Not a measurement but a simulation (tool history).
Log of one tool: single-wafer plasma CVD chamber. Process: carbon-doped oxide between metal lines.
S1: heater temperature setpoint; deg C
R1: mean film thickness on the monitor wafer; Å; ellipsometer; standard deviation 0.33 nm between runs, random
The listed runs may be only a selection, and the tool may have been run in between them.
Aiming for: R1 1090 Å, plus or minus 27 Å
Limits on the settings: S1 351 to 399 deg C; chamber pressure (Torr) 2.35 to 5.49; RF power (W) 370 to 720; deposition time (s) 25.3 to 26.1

{"run": 1, "hour": 0.0, "S1": 375, "chamber pressure (Torr)": 3.92, "RF power (W)": 545, "deposition time (s)": 25.3, "R1": 1222.3}
{"run": 2, "hour": 7.9, "S1": 375, "chamber pressure (Torr)": 3.92, "RF power (W)": 545, "deposition time (s)": 25.3, "R1": 1228.9}
{"run": 3, "hour": 12.5, "S1": 376, "chamber pressure (Torr)": 3.77, "RF power (W)": 520, "deposition time (s)": 25.3, "R1": 1192.5}
{"run": 4, "hour": 19.8, "S1": 377, "chamber pressure (Torr)": 3.71, "RF power (W)": 495, "deposition time (s)": 25.3, "R1": 1162.8}
{"run": 5, "hour": 22.9, "S1": 387, "chamber pressure (Torr)": 3.71, "RF power (W)": 495, "deposition time (s)": 25.3, "R1": 1149.9}
{"run": 6, "hour": 27.3, "S1": 377, "chamber pressure (Torr)": 3.71, "RF power (W)": 495, "deposition time (s)": 25.3, "R1": 1169.1}
{"run": 7, "hour": 31.1, "S1": 378, "chamber pressure (Torr)": 3.66, "RF power (W)": 470, "deposition time (s)": 25.3, "R1": 1138.5}
{"run": 8, "hour": 33.9, "S1": 378, "chamber pressure (Torr)": 3.63, "RF power (W)": 455, "deposition time (s)": 25.3, "R1": 1121.5}

Pick the move, out of 4, that brings all results within their allowed miss; only one does.
{"run": "A", "hour": 36.7, "S1": 369, "chamber pressure (Torr)": 4.03, "RF power (W)": 490, "deposition time (s)": 25.6, "R1": "?"}
{"run": "B", "hour": 36.7, "S1": 374, "chamber pressure (Torr)": 3.81, "RF power (W)": 425, "deposition time (s)": 25.3, "R1": "?"}
{"run": "C", "hour": 36.7, "S1": 372, "chamber pressure (Torr)": 4.04, "RF power (W)": 465, "deposition time (s)": 25.9, "R1": "?"}
{"run": "D", "hour": 36.7, "S1": 380, "chamber pressure (Torr)": 3.01, "RF power (W)": 490, "deposition time (s)": 26.1, "R1": "?"}

move=A R1=1202.9
move=B R1=1096.1
move=C R1=1179.8
move=D R1=1171
A: further off than the last run
B: every result within its allowed miss
C: further off than the last run
D: further off than the last run
Go with B: it meets all targets.

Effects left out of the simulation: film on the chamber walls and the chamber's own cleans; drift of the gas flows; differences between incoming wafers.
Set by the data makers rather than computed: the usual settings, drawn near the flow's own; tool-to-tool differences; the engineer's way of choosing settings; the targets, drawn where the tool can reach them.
